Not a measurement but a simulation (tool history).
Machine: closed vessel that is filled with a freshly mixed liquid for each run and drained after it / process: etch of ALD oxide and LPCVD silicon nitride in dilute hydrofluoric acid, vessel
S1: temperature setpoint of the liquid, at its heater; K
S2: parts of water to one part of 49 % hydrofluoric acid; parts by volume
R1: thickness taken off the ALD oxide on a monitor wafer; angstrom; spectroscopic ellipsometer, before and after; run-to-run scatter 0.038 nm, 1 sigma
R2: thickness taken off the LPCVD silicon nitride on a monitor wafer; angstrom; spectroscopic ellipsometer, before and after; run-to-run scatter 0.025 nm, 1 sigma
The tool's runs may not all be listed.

{"run": 1, "day": 0.0, "S1": 299.15, "S2": 90, "time in the liquid (s)": 75, "R1": 95.784, "R2": 4.7477}
{"run": 2, "day": 0.146, "S1": 298.15, "S2": 90, "time in the liquid (s)": 75, "R1": 92.417, "R2": 4.467}
{"run": 3, "day": 0.221, "S1": 298.15, "S2": 75, "time in the liquid (s)": 75, "R1": 111.68, "R2": 5.2747}
{"run": 4, "day": 0.308, "S1": 301.15, "S2": 75, "time in the liquid (s)": 75, "R1": 126.63, "R2": 5.8724}
{"run": 5, "day": 0.354, "S1": 299.65, "S2": 80, "time in the liquid (s)": 75, "R1": 111.29, "R2": 5.0303}
{"run": 6, "day": 0.692, "S1": 298.15, "S2": 85, "time in the liquid (s)": 75, "R1": 97.703, "R2": 3.9402}
{"run": 7, "day": 1.079, "S1": 297.65, "S2": 90, "time in the liquid (s)": 75, "R1": 90.368, "R2": 4.5195}

Expected results for the next run?
{"run": 8, "day": 1.192, "S1": 293.65, "S2": 100, "time in the liquid (s)": 70, "R1": "?", "R2": "?"}

Logged for run 8: R1 63.291 angstrom, R2 2.5161 angstrom.

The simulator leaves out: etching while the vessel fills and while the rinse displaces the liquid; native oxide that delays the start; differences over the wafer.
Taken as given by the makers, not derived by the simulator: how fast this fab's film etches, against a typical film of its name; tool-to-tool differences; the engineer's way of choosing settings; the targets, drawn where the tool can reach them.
